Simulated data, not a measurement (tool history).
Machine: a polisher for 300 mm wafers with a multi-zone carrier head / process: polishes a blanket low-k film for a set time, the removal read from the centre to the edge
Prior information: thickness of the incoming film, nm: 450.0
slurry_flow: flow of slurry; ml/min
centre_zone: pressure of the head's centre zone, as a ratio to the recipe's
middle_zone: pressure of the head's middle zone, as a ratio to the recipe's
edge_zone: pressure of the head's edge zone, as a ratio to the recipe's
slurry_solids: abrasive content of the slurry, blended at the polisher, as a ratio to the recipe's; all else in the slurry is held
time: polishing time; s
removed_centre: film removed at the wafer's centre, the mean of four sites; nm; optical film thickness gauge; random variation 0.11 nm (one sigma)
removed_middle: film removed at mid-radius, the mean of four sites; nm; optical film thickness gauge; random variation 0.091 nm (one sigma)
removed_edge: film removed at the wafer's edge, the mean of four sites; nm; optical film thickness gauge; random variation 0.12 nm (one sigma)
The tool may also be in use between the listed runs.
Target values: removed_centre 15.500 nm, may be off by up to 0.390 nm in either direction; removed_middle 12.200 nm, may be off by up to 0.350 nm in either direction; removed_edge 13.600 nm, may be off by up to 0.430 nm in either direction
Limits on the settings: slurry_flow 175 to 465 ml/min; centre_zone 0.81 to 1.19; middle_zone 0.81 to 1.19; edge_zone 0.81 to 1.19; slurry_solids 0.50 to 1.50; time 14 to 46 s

| run | hour | slurry_flow | centre_zone | middle_zone | edge_zone | slurry_solids | time | removed_centre | removed_middle | removed_edge |
|---|---|---|---|---|---|---|---|---|---|---|
| 1 | 0.0 | 295 | 1.00 | 1.00 | 1.00 | 1.00 | 30 | 11.223 | 11.131 | 11.411 |
| 2 | 8.2 | 295 | 1.00 | 1.00 | 1.00 | 1.00 | 34 | 12.688 | 12.762 | 12.758 |
| 3 | 13.2 | 305 | 1.02 | 0.99 | 1.01 | 1.00 | 34 | 13.026 | 12.546 | 12.723 |
| 4 | 17.0 | 310 | 1.03 | 0.99 | 1.02 | 1.00 | 34 | 13.058 | 12.800 | 13.023 |
| 5 | 19.5 | 310 | 1.03 | 0.99 | 1.02 | 1.10 | 34 | 13.646 | 13.272 | 13.791 |
| 6 | 21.3 | 310 | 1.04 | 0.98 | 1.02 | 1.10 | 34 | 13.736 | 12.864 | 13.587 |
| 7 | 22.4 | 365 | 1.14 | 0.93 | 1.04 | 1.10 | 34 | 14.827 | 12.641 | 13.668 |
| 8 | 29.1 | 365 | 1.15 | 0.93 | 1.04 | 1.10 | 34 | 15.035 | 12.560 | 13.953 |

Of the 4 settings listed for the next run, only one would bring every result within its allowed miss of target. Which one?
| A | 35.8 | 365 | 1.19 | 0.97 | 0.94 | 0.85 | 39 | ? | ? | ? |
| B | 35.8 | 390 | 1.04 | 0.92 | 1.17 | 1.40 | 31 | ? | ? | ? |
| C | 35.8 | 330 | 1.14 | 0.92 | 0.99 | 1.15 | 35 | ? | ? | ? |
| D | 35.8 | 360 | 1.19 | 0.90 | 1.02 | 1.10 | 34 | ? | ? | ? |

| move | removed_centre | removed_middle | removed_edge |
|---|---|---|---|
| A | 15.514 | 13.366 | 13.387 |
| B | 14.063 | 12.764 | 14.880 |
| C | 15.424 | 13.131 | 14.124 |
| D | 15.276 | 12.369 | 13.731 |
A: corrects the largest miss of the last run, while another result sits out of spec
B: further off than the last run
C: corrects the largest miss of the last run, while another result sits out of spec
D: all results land within tolerance of their targets
Answer: D

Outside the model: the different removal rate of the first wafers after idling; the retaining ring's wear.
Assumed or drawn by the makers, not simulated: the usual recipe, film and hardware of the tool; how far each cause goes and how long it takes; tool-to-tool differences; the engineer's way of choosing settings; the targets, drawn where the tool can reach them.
